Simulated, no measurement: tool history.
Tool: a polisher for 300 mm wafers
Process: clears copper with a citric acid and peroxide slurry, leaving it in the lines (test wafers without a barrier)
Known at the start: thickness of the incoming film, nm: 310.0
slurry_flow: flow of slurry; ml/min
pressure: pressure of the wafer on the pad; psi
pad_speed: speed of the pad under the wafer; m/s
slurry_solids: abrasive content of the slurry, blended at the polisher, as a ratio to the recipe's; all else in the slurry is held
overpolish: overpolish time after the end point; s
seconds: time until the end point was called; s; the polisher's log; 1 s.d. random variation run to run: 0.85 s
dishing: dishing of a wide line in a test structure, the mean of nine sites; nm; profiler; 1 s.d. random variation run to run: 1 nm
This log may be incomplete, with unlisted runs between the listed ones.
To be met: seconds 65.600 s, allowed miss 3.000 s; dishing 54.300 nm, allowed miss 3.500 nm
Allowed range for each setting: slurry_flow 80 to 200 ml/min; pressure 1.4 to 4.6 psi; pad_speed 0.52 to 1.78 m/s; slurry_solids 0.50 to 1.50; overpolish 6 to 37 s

run,hour,slurry_flow,pressure,pad_speed,slurry_solids,overpolish,seconds,dishing
1,0.0,130,3.0,1.14,1.00,19,109.320,34.957
2,5.1,130,3.0,1.36,1.00,19,93.815,41.306
3,10.8,130,3.0,1.12,1.00,19,108.500,34.937
4,17.7,135,3.4,1.14,1.00,19,94.426,39.199
5,24.4,140,3.7,1.14,1.00,19,86.231,44.408
6,32.9,120,3.7,1.14,1.00,19,89.884,41.270
7,38.1,135,3.9,1.14,1.00,19,84.242,43.776
8,38.9,140,4.1,1.16,1.00,19,76.174,46.543
9,47.3,145,4.2,1.16,1.00,19,75.462,48.754
10,48.4,145,4.3,1.18,1.00,19,73.737,50.724
11,50.7,145,4.4,1.20,1.00,19,69.340,50.095

Below are 4 possible settings for the next run. Only one of them brings all results inside the allowed miss of their targets. Which is it?
A,53.0,145,4.5,1.22,0.80,16,?,?
B,53.0,120,4.2,1.22,1.05,25,?,?
C,53.0,155,4.4,1.24,1.10,23,?,?
D,53.0,110,4.5,1.40,0.95,19,?,?

move,seconds,dishing
A,68.299,44.268
B,73.066,59.517
C,64.917,61.263
D,63.860,53.659
A: brings the result that was furthest off to its target, and leaves another outside
B: moves away from the targets compared with the last run
C: brings the result that was furthest off to its target, and leaves another outside
D: in spec on every target
Answer: D

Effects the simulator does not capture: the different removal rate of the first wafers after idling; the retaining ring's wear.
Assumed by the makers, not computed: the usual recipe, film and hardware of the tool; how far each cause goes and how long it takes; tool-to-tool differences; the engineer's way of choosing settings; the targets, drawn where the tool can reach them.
